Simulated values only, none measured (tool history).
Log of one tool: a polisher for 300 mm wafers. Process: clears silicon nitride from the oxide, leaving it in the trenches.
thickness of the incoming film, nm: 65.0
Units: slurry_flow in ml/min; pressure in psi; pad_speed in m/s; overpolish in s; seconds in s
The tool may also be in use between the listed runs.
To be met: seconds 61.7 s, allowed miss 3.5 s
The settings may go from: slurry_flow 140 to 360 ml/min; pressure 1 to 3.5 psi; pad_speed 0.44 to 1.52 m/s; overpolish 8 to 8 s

run 1 hour=0 | slurry_flow=230 pressure=2.2 pad_speed=0.98 overpolish=8 | seconds=77.159
run 2 hour=2.5 | slurry_flow=180 pressure=2.2 pad_speed=0.98 overpolish=8 | seconds=78.424
run 3 hour=5.6 | slurry_flow=180 pressure=2.3 pad_speed=0.98 overpolish=8 | seconds=75.811
run 4 hour=12.2 | slurry_flow=180 pressure=2.4 pad_speed=0.98 overpolish=8 | seconds=73.91
run 5 hour=13.2 | slurry_flow=180 pressure=2.5 pad_speed=0.98 overpolish=8 | seconds=69.687
run 6 hour=18 | slurry_flow=200 pressure=2.5 pad_speed=0.98 overpolish=8 | seconds=70.08
run 7 hour=24.4 | slurry_flow=200 pressure=2.6 pad_speed=0.98 overpolish=8 | seconds=65.958
run 8 hour=33.2 | slurry_flow=200 pressure=2.6 pad_speed=0.98 overpolish=8 | seconds=67.354

4 next moves are on the table. One of them brings every result within its allowed miss. Which?
run A hour=42 | slurry_flow=170 pressure=2.4 pad_speed=0.92 overpolish=8 | seconds=?
run B hour=42 | slurry_flow=165 pressure=2.8 pad_speed=0.82 overpolish=8 | seconds=?
run C hour=42 | slurry_flow=205 pressure=2.4 pad_speed=0.84 overpolish=8 | seconds=?
run D hour=42 | slurry_flow=230 pressure=2.7 pad_speed=1.04 overpolish=8 | seconds=?

move=A seconds=78.214
move=B seconds=74.027
move=C seconds=81.75
move=D seconds=60.602
A: further off than the last run
B: further off than the last run
C: further off than the last run
D: meets every target
The right move is D.

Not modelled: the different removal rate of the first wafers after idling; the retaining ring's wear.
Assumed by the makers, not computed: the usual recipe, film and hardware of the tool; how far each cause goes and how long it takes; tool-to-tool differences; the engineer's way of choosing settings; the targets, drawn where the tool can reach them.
